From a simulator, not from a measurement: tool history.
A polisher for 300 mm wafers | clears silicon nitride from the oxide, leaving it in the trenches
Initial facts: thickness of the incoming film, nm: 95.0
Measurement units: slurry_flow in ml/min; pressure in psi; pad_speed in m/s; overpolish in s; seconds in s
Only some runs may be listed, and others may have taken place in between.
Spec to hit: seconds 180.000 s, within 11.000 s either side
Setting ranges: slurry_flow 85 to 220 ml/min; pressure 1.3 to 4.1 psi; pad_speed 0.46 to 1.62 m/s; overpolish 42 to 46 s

run,hour,slurry_flow,pressure,pad_speed,overpolish,seconds
1,0.0,140,2.7,1.04,42,91.195
2,1.6,140,2.2,0.98,42,119.800
3,2.2,140,1.9,0.96,42,142.210
4,10.0,140,1.9,1.18,42,113.730
5,18.9,105,1.9,1.18,42,114.870
6,22.8,125,1.9,1.18,42,117.050
7,29.3,125,1.7,1.12,42,138.300
8,38.0,125,1.6,1.10,42,147.960
9,40.7,125,1.5,1.08,42,156.140

5 candidate next runs follow, results not yet known. Just one meets every target within its allowed miss. Identify it.
A,43.4,145,1.9,1.10,43,?
B,43.4,115,2.3,0.92,46,?
C,43.4,130,1.3,1.10,46,?
D,43.4,120,1.6,1.10,42,?
E,43.4,125,1.7,1.04,42,?

move,seconds
A,120.850
B,124.150
C,176.240
D,146.760
E,145.290
A: further off than the last run
B: further off than the last run
C: each result inside its tolerance
D: further off than the last run
E: further off than the last run
The right move is C.

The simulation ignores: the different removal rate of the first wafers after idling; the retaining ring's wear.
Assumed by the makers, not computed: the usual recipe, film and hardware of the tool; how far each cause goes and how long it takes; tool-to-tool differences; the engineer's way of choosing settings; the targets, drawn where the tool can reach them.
